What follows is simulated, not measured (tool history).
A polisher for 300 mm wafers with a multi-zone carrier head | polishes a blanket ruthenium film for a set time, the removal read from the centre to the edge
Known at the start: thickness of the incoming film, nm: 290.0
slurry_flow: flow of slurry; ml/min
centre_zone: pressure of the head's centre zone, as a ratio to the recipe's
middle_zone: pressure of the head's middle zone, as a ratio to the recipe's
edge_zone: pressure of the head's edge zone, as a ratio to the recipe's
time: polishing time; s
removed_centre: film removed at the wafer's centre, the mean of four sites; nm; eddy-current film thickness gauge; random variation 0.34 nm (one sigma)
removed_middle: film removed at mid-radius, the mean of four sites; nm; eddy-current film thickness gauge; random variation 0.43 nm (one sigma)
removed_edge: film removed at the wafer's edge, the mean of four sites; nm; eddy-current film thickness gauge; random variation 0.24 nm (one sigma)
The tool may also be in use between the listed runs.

run,hour,slurry_flow,centre_zone,middle_zone,edge_zone,time,removed_centre,removed_middle,removed_edge
1,0.0,195,1.00,1.00,1.00,71,52.265,50.030,49.794
2,1.4,165,1.00,1.00,1.00,71,49.983,48.562,48.977
3,8.4,135,1.00,1.00,1.00,71,46.985,47.025,47.221
4,10.1,135,0.98,0.99,0.98,69,45.116,45.621,44.968
5,17.6,135,1.06,0.99,0.98,69,48.744,45.290,45.370
6,20.9,130,1.03,0.98,0.97,68,46.491,44.415,44.108
7,27.5,130,1.00,0.97,0.97,67,44.152,42.647,43.737
8,34.5,130,0.98,0.97,0.96,66,43.127,42.642,43.043
9,39.8,130,0.96,0.96,0.95,65,41.729,41.839,42.317
10,43.3,130,0.94,0.95,0.94,64,40.499,41.045,40.989
11,46.0,130,0.92,0.94,0.94,63,39.325,40.593,40.482
12,49.6,130,0.91,0.93,0.94,62,37.686,39.412,39.796
13,56.1,130,0.90,0.92,0.93,62,37.696,38.649,39.651
14,62.5,130,0.89,0.92,0.92,62,37.376,38.813,39.102
15,67.0,130,0.88,0.92,0.92,62,37.045,38.187,39.304
16,71.9,130,0.87,0.92,0.91,62,37.160,38.884,39.495
17,77.1,130,0.86,0.92,0.91,62,36.037,38.201,39.124
18,83.2,130,0.85,0.92,0.90,62,35.385,38.046,39.009

Forecast run 19:
19,88.5,130,0.85,0.92,0.89,62,?,?,?

{"run 19": {"removed_centre": 35.457, "removed_middle": 39.202, "removed_edge": 39.264}}
